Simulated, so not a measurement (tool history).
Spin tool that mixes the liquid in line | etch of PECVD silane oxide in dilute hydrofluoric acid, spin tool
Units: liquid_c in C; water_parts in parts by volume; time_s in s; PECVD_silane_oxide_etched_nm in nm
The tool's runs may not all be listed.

run 1 hour=0 | liquid_c=23 water_parts=160 time_s=260 | PECVD_silane_oxide_etched_nm=58.129
run 2 hour=8.9 | liquid_c=20 water_parts=160 time_s=260 | PECVD_silane_oxide_etched_nm=51.591
run 3 hour=12.7 | liquid_c=20 water_parts=160 time_s=260 | PECVD_silane_oxide_etched_nm=52.284
run 4 hour=15.2 | liquid_c=20 water_parts=200 time_s=260 | PECVD_silane_oxide_etched_nm=39.893
run 5 hour=23.8 | liquid_c=21.5 water_parts=195 time_s=260 | PECVD_silane_oxide_etched_nm=43.657
run 6 hour=27.1 | liquid_c=23 water_parts=190 time_s=260 | PECVD_silane_oxide_etched_nm=47.952
run 7 hour=32.7 | liquid_c=24 water_parts=185 time_s=260 | PECVD_silane_oxide_etched_nm=51.062

The next listed run, before its measurement:
run 8 hour=38.2 | liquid_c=25 water_parts=180 time_s=260 | PECVD_silane_oxide_etched_nm=?

PECVD_silane_oxide_etched_nm: 54.486 nm

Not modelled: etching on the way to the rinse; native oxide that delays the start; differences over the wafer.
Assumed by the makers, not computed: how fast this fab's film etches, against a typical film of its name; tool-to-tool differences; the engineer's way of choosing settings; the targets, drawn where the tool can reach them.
